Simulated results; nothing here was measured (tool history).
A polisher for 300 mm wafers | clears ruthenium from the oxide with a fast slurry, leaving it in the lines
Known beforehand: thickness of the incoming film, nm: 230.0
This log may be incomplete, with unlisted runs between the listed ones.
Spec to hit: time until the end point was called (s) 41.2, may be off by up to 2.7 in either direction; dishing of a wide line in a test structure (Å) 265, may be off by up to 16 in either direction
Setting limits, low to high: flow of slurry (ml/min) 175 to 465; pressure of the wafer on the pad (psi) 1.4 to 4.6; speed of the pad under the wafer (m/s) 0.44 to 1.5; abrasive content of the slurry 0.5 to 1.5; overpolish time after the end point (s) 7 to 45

run    day  flow of slurry (ml/min)  pressure of the wafer on the pad (psi)  speed of the pad under the wafer (m/s)  abrasive content of the slurry  overpolish time after the end point (s)  time until the end point was called (s)  dishing of a wide line in a test structure (Å)
  1      0                      295                                       3                                    0.96                               1                                       23                                    46.37                                          558.08
  2  0.179                      295                                     2.9                                    0.96                               1                                       19                                   48.227                                          492.76
  3  0.338                      295                                     2.9                                    0.96                               1                                       11                                   49.693                                          334.65
  4   0.65                      295                                     2.3                                    0.96                               1                                       11                                   58.657                                          302.96
  5   0.75                      295                                     1.9                                    0.96                               1                                       11                                   61.434                                           261.8
  6  0.962                      295                                     2.4                                    0.96                               1                                       11                                   55.255                                           303.7
  7  1.179                      295                                     2.1                                    1.08                               1                                       10                                   51.609                                          291.48
  8  1.288                      295                                     1.9                                    1.16                               1                                        9                                   49.947                                          266.75
  9  1.342                      295                                     1.9                                    1.22                               1                                        8                                   48.748                                          250.76
 10  1.479                      295                                     1.9                                    1.22                               1                                        8                                   48.835                                          248.86
 11  1.633                      295                                       2                                    1.24                               1                                        8                                   47.672                                          262.95

Exercise: of the 4 proposed moves below, exactly one satisfies all targets within the stated allowed misses. Which move is it?
  A  1.788                      345                                     2.4                                    1.28                             0.7                                        7                                        ?                                               ?
  B  1.788                      285                                     2.5                                     1.5                            1.05                                        7                                        ?                                               ?
  C  1.788                      180                                     2.3                                    1.46                               1                                        7                                        ?                                               ?
  D  1.788                      295                                     1.8                                    1.06                             1.1                                       10                                        ?                                               ?

move  time until the end point was called (s)  dishing of a wide line in a test structure (Å)
   A                                   48.512                                          224.13
   B                                   33.927                                          301.89
   C                                   39.791                                          265.01
   D                                   55.025                                          272.24
A: further off than the last run
B: carries the result that was furthest off beyond its target, to the other side
C: meets every target
D: further off than the last run
So the answer is move C, the one that meets all the targets.
